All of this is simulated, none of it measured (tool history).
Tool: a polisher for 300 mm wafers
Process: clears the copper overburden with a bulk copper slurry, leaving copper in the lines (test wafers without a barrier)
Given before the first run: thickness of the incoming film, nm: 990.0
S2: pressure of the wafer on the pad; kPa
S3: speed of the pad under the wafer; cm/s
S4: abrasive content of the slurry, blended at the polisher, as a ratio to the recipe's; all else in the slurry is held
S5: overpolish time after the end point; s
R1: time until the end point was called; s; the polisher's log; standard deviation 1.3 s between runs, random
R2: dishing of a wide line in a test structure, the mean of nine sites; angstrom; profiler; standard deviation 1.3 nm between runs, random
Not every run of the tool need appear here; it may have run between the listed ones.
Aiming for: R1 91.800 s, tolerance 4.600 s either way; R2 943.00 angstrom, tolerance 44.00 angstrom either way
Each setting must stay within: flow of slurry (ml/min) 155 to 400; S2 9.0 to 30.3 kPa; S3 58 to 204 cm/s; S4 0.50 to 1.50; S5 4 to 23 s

{"run": 1, "hour": 0.0, "flow of slurry (ml/min)": 255, "S2": 19.3, "S3": 130, "S4": 1.0, "S5": 12, "R1": 74.257, "R2": 876.18}
{"run": 2, "hour": 1.0, "flow of slurry (ml/min)": 295, "S2": 19.3, "S3": 130, "S4": 1.0, "S5": 12, "R1": 70.962, "R2": 878.38}
{"run": 3, "hour": 7.9, "flow of slurry (ml/min)": 280, "S2": 18.6, "S3": 128, "S4": 1.0, "S5": 13, "R1": 76.404, "R2": 903.19}
{"run": 4, "hour": 12.0, "flow of slurry (ml/min)": 280, "S2": 18.6, "S3": 128, "S4": 1.0, "S5": 9, "R1": 75.162, "R2": 694.35}
{"run": 5, "hour": 16.2, "flow of slurry (ml/min)": 280, "S2": 18.6, "S3": 158, "S4": 1.0, "S5": 9, "R1": 60.611, "R2": 798.23}
{"run": 6, "hour": 22.7, "flow of slurry (ml/min)": 270, "S2": 17.2, "S3": 156, "S4": 1.0, "S5": 11, "R1": 66.253, "R2": 852.68}
{"run": 7, "hour": 29.2, "flow of slurry (ml/min)": 260, "S2": 15.9, "S3": 154, "S4": 1.0, "S5": 12, "R1": 71.072, "R2": 837.82}
{"run": 8, "hour": 30.2, "flow of slurry (ml/min)": 255, "S2": 15.2, "S3": 150, "S4": 1.0, "S5": 13, "R1": 76.765, "R2": 864.75}
{"run": 9, "hour": 31.0, "flow of slurry (ml/min)": 255, "S2": 15.2, "S3": 150, "S4": 1.0, "S5": 13, "R1": 75.902, "R2": 874.57}
{"run": 10, "hour": 36.2, "flow of slurry (ml/min)": 255, "S2": 11.7, "S3": 146, "S4": 1.0, "S5": 18, "R1": 97.017, "R2": 872.1}

Which one of the following 4 next-run settings gets every result inside its allowed miss? There is exactly one.
{"run": "A", "hour": 41.4, "flow of slurry (ml/min)": 230, "S2": 11.7, "S3": 146, "S4": 0.85, "S5": 21, "R1": "?", "R2": "?"}
{"run": "B", "hour": 41.4, "flow of slurry (ml/min)": 225, "S2": 11.7, "S3": 152, "S4": 1.25, "S5": 20, "R1": "?", "R2": "?"}
{"run": "C", "hour": 41.4, "flow of slurry (ml/min)": 230, "S2": 12.4, "S3": 166, "S4": 1.0, "S5": 17, "R1": "?", "R2": "?"}
{"run": "D", "hour": 41.4, "flow of slurry (ml/min)": 165, "S2": 9.7, "S3": 162, "S4": 1.0, "S5": 20, "R1": "?", "R2": "?"}

move=A R1=102.210 R2=915.28
move=B R1=91.099 R2=942.40
move=C R1=83.578 R2=918.37
move=D R1=106.550 R2=854.30
A: meets the target for the result that was furthest off, but another lies outside its allowed miss
B: every result within its allowed miss
C: meets the target for the result that was furthest off, but another lies outside its allowed miss
D: misses by more than the last run did
Answer: B
